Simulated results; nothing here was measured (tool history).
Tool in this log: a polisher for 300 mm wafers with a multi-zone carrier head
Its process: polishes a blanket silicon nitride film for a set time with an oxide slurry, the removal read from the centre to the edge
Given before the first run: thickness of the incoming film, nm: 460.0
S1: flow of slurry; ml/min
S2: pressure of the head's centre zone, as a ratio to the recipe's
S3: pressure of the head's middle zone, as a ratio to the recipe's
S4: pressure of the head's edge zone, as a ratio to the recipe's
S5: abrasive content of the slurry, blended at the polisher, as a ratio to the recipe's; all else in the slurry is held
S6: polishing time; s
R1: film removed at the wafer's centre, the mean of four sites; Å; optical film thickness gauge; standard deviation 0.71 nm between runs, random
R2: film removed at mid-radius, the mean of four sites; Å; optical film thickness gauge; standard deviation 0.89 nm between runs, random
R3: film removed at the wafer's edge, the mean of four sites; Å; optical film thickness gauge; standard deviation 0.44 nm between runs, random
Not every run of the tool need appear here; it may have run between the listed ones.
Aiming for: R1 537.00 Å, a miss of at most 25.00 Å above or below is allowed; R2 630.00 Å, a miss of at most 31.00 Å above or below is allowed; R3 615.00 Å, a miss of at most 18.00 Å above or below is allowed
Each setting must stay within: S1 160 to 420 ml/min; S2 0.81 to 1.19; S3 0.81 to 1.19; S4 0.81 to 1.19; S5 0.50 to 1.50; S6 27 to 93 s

| run | hour | S1 | S2 | S3 | S4 | S5 | S6 | R1 | R2 | R3 |
|---|---|---|---|---|---|---|---|---|---|---|
| 1 | 0.0 | 270 | 1.00 | 1.00 | 1.00 | 1.00 | 59 | 384.36 | 397.62 | 398.35 |
| 2 | 8.1 | 275 | 0.99 | 1.03 | 1.04 | 1.15 | 62 | 418.44 | 436.13 | 445.16 |
| 3 | 10.5 | 275 | 1.06 | 1.03 | 1.04 | 1.15 | 62 | 453.83 | 457.59 | 447.71 |
| 4 | 12.6 | 275 | 1.06 | 0.95 | 1.04 | 1.15 | 62 | 448.09 | 421.03 | 447.86 |
| 5 | 14.4 | 275 | 1.02 | 1.01 | 1.06 | 1.25 | 65 | 456.80 | 468.66 | 485.37 |
| 6 | 22.0 | 275 | 1.02 | 1.01 | 1.09 | 1.25 | 65 | 469.62 | 462.57 | 488.51 |
| 7 | 29.3 | 275 | 1.00 | 1.04 | 1.08 | 1.35 | 68 | 488.40 | 520.23 | 528.83 |
| 8 | 36.2 | 275 | 0.99 | 1.06 | 1.09 | 1.40 | 70 | 507.32 | 545.00 | 547.20 |

Consider the 4 candidate settings below. Which is the only one whose results all fall within their allowed miss of target?
| A | 43.1 | 350 | 0.96 | 1.15 | 1.19 | 1.15 | 79 | ? | ? | ? |
| B | 43.1 | 355 | 1.12 | 1.17 | 1.05 | 1.50 | 71 | ? | ? | ? |
| C | 43.1 | 320 | 1.02 | 1.04 | 1.09 | 1.30 | 73 | ? | ? | ? |
| D | 43.1 | 270 | 0.95 | 0.95 | 1.13 | 1.45 | 77 | ? | ? | ? |

| move | R1 | R2 | R3 |
|---|---|---|---|
| A | 542.74 | 631.67 | 611.70 |
| B | 613.94 | 628.02 | 569.39 |
| C | 548.08 | 554.06 | 565.70 |
| D | 552.41 | 553.79 | 621.73 |
A: all results land within tolerance of their targets
B: closes in on the targets versus the last run, not all within tolerance yet
C: closes in on the targets versus the last run, not all within tolerance yet
D: the worst result of the last run now meets its target, but another is out of spec
Correct choice: A, which meets every target
